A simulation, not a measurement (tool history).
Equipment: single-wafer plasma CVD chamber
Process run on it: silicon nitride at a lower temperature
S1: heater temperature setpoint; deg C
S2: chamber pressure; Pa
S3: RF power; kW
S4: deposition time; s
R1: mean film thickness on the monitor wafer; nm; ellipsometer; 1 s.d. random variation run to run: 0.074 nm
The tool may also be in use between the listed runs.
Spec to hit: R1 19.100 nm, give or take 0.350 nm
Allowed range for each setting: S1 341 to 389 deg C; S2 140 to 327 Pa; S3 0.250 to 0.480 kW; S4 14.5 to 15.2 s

{"run": 1, "hour": 0.0, "S1": 365, "S2": 233, "S3": 0.365, "S4": 15.2, "R1": 20.676}
{"run": 2, "hour": 7.3, "S1": 358, "S2": 233, "S3": 0.365, "S4": 15.2, "R1": 20.502}
{"run": 3, "hour": 8.6, "S1": 358, "S2": 228, "S3": 0.365, "S4": 15.2, "R1": 20.422}
{"run": 4, "hour": 10.9, "S1": 358, "S2": 203, "S3": 0.365, "S4": 15.2, "R1": 19.593}
{"run": 5, "hour": 15.0, "S1": 358, "S2": 201, "S3": 0.365, "S4": 15.2, "R1": 19.593}
{"run": 6, "hour": 22.8, "S1": 358, "S2": 201, "S3": 0.32, "S4": 15.2, "R1": 17.886}
{"run": 7, "hour": 31.1, "S1": 358, "S2": 205, "S3": 0.32, "S4": 15.2, "R1": 17.988}
{"run": 8, "hour": 36.7, "S1": 358, "S2": 249, "S3": 0.33, "S4": 15.2, "R1": 19.714}
{"run": 9, "hour": 44.3, "S1": 358, "S2": 248, "S3": 0.33, "S4": 15.2, "R1": 19.764}
{"run": 10, "hour": 53.1, "S1": 358, "S2": 247, "S3": 0.33, "S4": 15.2, "R1": 19.67}
{"run": 11, "hour": 59.4, "S1": 358, "S2": 245, "S3": 0.33, "S4": 15.2, "R1": 19.612}

Which of these 4 next moves meets every target?
{"run": "A", "hour": 65.7, "S1": 360, "S2": 264, "S3": 0.355, "S4": 14.7, "R1": "?"}
{"run": "B", "hour": 65.7, "S1": 356, "S2": 256, "S3": 0.33, "S4": 14.5, "R1": "?"}
{"run": "C", "hour": 65.7, "S1": 369, "S2": 265, "S3": 0.335, "S4": 15.2, "R1": "?"}
{"run": "D", "hour": 65.7, "S1": 377, "S2": 259, "S3": 0.34, "S4": 15.2, "R1": "?"}

move=A R1=20.421
move=B R1=19.014
move=C R1=20.278
move=D R1=20.256
A: further off than the last run
B: hits every target within its allowed miss
C: further off than the last run
D: further off than the last run
Move B is the one to make.
